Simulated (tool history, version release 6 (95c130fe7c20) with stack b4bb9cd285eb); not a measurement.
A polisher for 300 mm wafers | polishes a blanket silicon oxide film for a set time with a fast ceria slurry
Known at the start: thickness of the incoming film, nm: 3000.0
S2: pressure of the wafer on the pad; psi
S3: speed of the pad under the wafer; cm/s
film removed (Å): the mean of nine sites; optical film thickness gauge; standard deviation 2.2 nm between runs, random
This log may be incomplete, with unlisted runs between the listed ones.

Run 1, day 0: flow of slurry (ml/min) 175, S2 2.4 psi, S3 78 cm/s, polishing time (s) 35. Result: film removed (Å) 3667.6.
Run 2, day 0.262: flow of slurry (ml/min) 170, S2 2.4 psi, S3 78 cm/s, polishing time (s) 35. Result: film removed (Å) 3568.2.
Run 3, day 0.329: flow of slurry (ml/min) 165, S2 2.4 psi, S3 78 cm/s, polishing time (s) 35. Result: film removed (Å) 3639.2.
Run 4, day 0.525: flow of slurry (ml/min) 165, S2 2.4 psi, S3 60 cm/s, polishing time (s) 35. Result: film removed (Å) 2965.3.
Run 5, day 0.658: flow of slurry (ml/min) 205, S2 2.4 psi, S3 60 cm/s, polishing time (s) 35. Result: film removed (Å) 3031.2.
Run 6, day 0.704: flow of slurry (ml/min) 215, S2 2.5 psi, S3 60 cm/s, polishing time (s) 35. Result: film removed (Å) 3197.9.

Run 7 has not been measured yet. What should we expect?
Run 7, day 0.967: flow of slurry (ml/min) 225, S2 2.5 psi, S3 60 cm/s, polishing time (s) 35. Result: film removed (Å) ?.

For run 7 the tool returned film removed (Å) 3229.9.
